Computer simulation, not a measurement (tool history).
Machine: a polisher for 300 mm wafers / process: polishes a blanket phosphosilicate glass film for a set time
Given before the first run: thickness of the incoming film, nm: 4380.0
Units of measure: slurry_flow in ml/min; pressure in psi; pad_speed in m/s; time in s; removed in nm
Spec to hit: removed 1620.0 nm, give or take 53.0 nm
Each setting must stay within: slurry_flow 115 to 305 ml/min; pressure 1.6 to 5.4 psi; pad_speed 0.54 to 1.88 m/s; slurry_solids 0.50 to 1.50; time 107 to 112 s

Run 1, hour 0.0: slurry_flow 195 ml/min, pressure 3.5 psi, pad_speed 1.20 m/s, slurry_solids 1.00, time 107 s. Result: removed 1125.0 nm.
Run 2, hour 0.8: slurry_flow 200 ml/min, pressure 3.8 psi, pad_speed 1.20 m/s, slurry_solids 1.00, time 107 s. Result: removed 1200.2 nm.
Run 3, hour 8.3: slurry_flow 200 ml/min, pressure 3.8 psi, pad_speed 1.20 m/s, slurry_solids 0.85, time 107 s. Result: removed 1078.3 nm.
Run 4, hour 9.5: slurry_flow 200 ml/min, pressure 4.2 psi, pad_speed 1.20 m/s, slurry_solids 0.85, time 107 s. Result: removed 1196.0 nm.
Run 5, hour 17.5: slurry_flow 200 ml/min, pressure 4.5 psi, pad_speed 1.20 m/s, slurry_solids 0.85, time 107 s. Result: removed 1290.4 nm.
Run 6, hour 20.6: slurry_flow 200 ml/min, pressure 4.7 psi, pad_speed 1.20 m/s, slurry_solids 0.85, time 107 s. Result: removed 1328.0 nm.
Run 7, hour 27.5: slurry_flow 200 ml/min, pressure 4.7 psi, pad_speed 1.20 m/s, slurry_solids 0.85, time 107 s. Result: removed 1322.6 nm.
Run 8, hour 30.5: slurry_flow 205 ml/min, pressure 4.9 psi, pad_speed 1.22 m/s, slurry_solids 0.85, time 107 s. Result: removed 1397.8 nm.
Run 9, hour 33.3: slurry_flow 205 ml/min, pressure 5.0 psi, pad_speed 1.24 m/s, slurry_solids 0.85, time 107 s. Result: removed 1459.3 nm.
Run 10, hour 36.0: slurry_flow 205 ml/min, pressure 5.1 psi, pad_speed 1.24 m/s, slurry_solids 0.85, time 107 s. Result: removed 1482.0 nm.

Which single option among these 4 for the next run brings every result within its allowed miss of target? Just one does.
Run A, hour 38.7: slurry_flow 190 ml/min, pressure 5.3 psi, pad_speed 1.10 m/s, slurry_solids 0.80, time 110 s. Result: removed ?.
Run B, hour 38.7: slurry_flow 200 ml/min, pressure 5.0 psi, pad_speed 1.28 m/s, slurry_solids 0.75, time 111 s. Result: removed ?.
Run C, hour 38.7: slurry_flow 165 ml/min, pressure 4.4 psi, pad_speed 1.30 m/s, slurry_solids 0.80, time 111 s. Result: removed ?.
Run D, hour 38.7: slurry_flow 195 ml/min, pressure 5.4 psi, pad_speed 1.06 m/s, slurry_solids 1.00, time 112 s. Result: removed ?.

move  removed
   A   1351.2
   B   1392.2
   C   1268.7
   D   1588.9
A: moves away from the targets compared with the last run
B: moves away from the targets compared with the last run
C: moves away from the targets compared with the last run
D: meets every target
Move D is the one to make.
